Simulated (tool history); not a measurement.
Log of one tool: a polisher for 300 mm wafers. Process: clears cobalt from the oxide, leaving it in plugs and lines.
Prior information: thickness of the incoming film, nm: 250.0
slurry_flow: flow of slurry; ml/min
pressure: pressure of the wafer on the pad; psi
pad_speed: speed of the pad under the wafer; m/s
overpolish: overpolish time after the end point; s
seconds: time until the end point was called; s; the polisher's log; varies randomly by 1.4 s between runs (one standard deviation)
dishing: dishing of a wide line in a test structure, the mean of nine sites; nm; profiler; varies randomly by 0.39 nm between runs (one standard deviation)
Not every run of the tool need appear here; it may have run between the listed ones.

Run 1, day 0.000: slurry_flow 145 ml/min, pressure 2.0 psi, pad_speed 0.76 m/s, overpolish 19 s. Result: seconds 59.134 s, dishing 22.360 nm.
Run 2, day 0.150: slurry_flow 140 ml/min, pressure 1.7 psi, pad_speed 0.68 m/s, overpolish 16 s. Result: seconds 76.653 s, dishing 22.103 nm.
Run 3, day 0.404: slurry_flow 135 ml/min, pressure 1.5 psi, pad_speed 0.62 m/s, overpolish 13 s. Result: seconds 95.619 s, dishing 18.887 nm.
Run 4, day 0.512: slurry_flow 130 ml/min, pressure 1.3 psi, pad_speed 0.58 m/s, overpolish 16 s. Result: seconds 119.000 s, dishing 18.816 nm.
Run 5, day 0.642: slurry_flow 130 ml/min, pressure 1.2 psi, pad_speed 0.58 m/s, overpolish 19 s. Result: seconds 128.380 s, dishing 18.897 nm.
Run 6, day 0.975: slurry_flow 130 ml/min, pressure 1.1 psi, pad_speed 0.58 m/s, overpolish 21 s. Result: seconds 137.680 s, dishing 18.969 nm.

The next listed run, before its measurement:
Run 7, day 1.279: slurry_flow 115 ml/min, pressure 0.9 psi, pad_speed 0.58 m/s, overpolish 27 s. Result: seconds ?, dishing ?.

seconds: 174.060 s
dishing: 19.849 nm
